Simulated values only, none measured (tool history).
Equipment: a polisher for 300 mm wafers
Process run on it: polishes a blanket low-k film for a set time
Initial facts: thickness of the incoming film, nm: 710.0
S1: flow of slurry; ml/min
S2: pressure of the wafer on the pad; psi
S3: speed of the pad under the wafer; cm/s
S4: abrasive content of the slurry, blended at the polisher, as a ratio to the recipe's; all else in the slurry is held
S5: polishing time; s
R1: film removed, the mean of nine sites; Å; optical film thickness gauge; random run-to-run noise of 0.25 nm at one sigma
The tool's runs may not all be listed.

Run 1, hour 0: S1 165 ml/min, S2 1.3 psi, S3 94 cm/s, S4 1, S5 55 s. Result: R1 159.02 Å.
Run 2, hour 6.9: S1 170 ml/min, S2 1.4 psi, S3 94 cm/s, S4 1, S5 55 s. Result: R1 172.76 Å.
Run 3, hour 8.6: S1 170 ml/min, S2 1.4 psi, S3 82 cm/s, S4 1, S5 55 s. Result: R1 155.47 Å.
Run 4, hour 9.1: S1 170 ml/min, S2 1.4 psi, S3 82 cm/s, S4 1.15, S5 55 s. Result: R1 168.4 Å.
Run 5, hour 10.8: S1 170 ml/min, S2 1.4 psi, S3 82 cm/s, S4 1.15, S5 55 s. Result: R1 166.74 Å.
Run 6, hour 19.2: S1 170 ml/min, S2 1.4 psi, S3 98 cm/s, S4 1.15, S5 55 s. Result: R1 193.16 Å.

Run 7 comes next. What will it give?
Run 7, hour 20.7: S1 175 ml/min, S2 1.5 psi, S3 98 cm/s, S4 1.15, S5 55 s. Result: R1 ?.

Run 7 gave R1 207.64 Å.
